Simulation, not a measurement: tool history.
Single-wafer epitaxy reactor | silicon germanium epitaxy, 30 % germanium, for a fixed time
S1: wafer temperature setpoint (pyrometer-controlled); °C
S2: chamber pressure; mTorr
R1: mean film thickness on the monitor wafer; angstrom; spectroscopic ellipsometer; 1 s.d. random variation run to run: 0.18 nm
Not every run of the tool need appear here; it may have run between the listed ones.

{"run": 1, "hour": 0.0, "S1": 595, "S2": 24800, "R1": 573.11}
{"run": 2, "hour": 3.0, "S1": 595, "S2": 26700, "R1": 584.71}
{"run": 3, "hour": 4.5, "S1": 591, "S2": 26600, "R1": 548.87}
{"run": 4, "hour": 8.2, "S1": 591, "S2": 28900, "R1": 561.53}
{"run": 5, "hour": 11.2, "S1": 588, "S2": 28800, "R1": 530.47}
{"run": 6, "hour": 20.1, "S1": 598, "S2": 28800, "R1": 633.43}
{"run": 7, "hour": 23.7, "S1": 592, "S2": 28700, "R1": 572.47}

Forecast run 8:
{"run": 8, "hour": 26.0, "S1": 588, "S2": 28600, "R1": "?"}

R1: 532.37 angstrom
